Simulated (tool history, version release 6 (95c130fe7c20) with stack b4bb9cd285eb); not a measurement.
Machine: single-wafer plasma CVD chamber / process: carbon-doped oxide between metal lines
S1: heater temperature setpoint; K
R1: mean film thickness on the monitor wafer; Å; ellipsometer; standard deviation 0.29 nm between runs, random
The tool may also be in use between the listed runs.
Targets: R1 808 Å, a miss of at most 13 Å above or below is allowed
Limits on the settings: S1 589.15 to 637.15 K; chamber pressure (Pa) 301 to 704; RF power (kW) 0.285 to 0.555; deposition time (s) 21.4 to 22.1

run 1 hour=0 | S1=613.15 chamber_pressure_(Pa)=503 RF_power_(kW)=0.42 deposition_time_(s)=21.4 | R1=915.89
run 2 hour=1.2 | S1=617.15 chamber_pressure_(Pa)=467 RF_power_(kW)=0.41 deposition_time_(s)=21.4 | R1=879.24
run 3 hour=7.1 | S1=617.15 chamber_pressure_(Pa)=467 RF_power_(kW)=0.41 deposition_time_(s)=21.4 | R1=881.07
run 4 hour=14.5 | S1=624.15 chamber_pressure_(Pa)=467 RF_power_(kW)=0.41 deposition_time_(s)=21.4 | R1=870.43
run 5 hour=21.3 | S1=624.15 chamber_pressure_(Pa)=467 RF_power_(kW)=0.435 deposition_time_(s)=21.4 | R1=907.4
run 6 hour=24 | S1=626.15 chamber_pressure_(Pa)=435 RF_power_(kW)=0.42 deposition_time_(s)=21.4 | R1=873.82
run 7 hour=27.3 | S1=627.15 chamber_pressure_(Pa)=413 RF_power_(kW)=0.41 deposition_time_(s)=21.4 | R1=856.28
-- hour=28.5 RF generator calibrated
run 8 hour=28.5 | S1=634.15 chamber_pressure_(Pa)=376 RF_power_(kW)=0.385 deposition_time_(s)=21.4 | R1=834.15
run 9 hour=34.7 | S1=634.15 chamber_pressure_(Pa)=376 RF_power_(kW)=0.385 deposition_time_(s)=21.4 | R1=834.13

Of the 5 settings listed for the next run, only one would bring every result within its allowed miss of target. Which one?
run A hour=40.9 | S1=635.15 chamber_pressure_(Pa)=455 RF_power_(kW)=0.4 deposition_time_(s)=21.6 | R1=?
run B hour=40.9 | S1=630.15 chamber_pressure_(Pa)=385 RF_power_(kW)=0.375 deposition_time_(s)=21.8 | R1=?
run C hour=40.9 | S1=634.15 chamber_pressure_(Pa)=341 RF_power_(kW)=0.385 deposition_time_(s)=21.6 | R1=?
run D hour=40.9 | S1=635.15 chamber_pressure_(Pa)=365 RF_power_(kW)=0.405 deposition_time_(s)=21.4 | R1=?
run E hour=40.9 | S1=636.15 chamber_pressure_(Pa)=311 RF_power_(kW)=0.355 deposition_time_(s)=22.1 | R1=?

move=A R1=873.91
move=B R1=843.51
move=C R1=837.6
move=D R1=859.14
move=E R1=803.34
A: the biggest miss grows against the last run
B: the biggest miss grows against the last run
C: the biggest miss grows against the last run
D: the biggest miss grows against the last run
E: every result within its allowed miss
The right move is E.

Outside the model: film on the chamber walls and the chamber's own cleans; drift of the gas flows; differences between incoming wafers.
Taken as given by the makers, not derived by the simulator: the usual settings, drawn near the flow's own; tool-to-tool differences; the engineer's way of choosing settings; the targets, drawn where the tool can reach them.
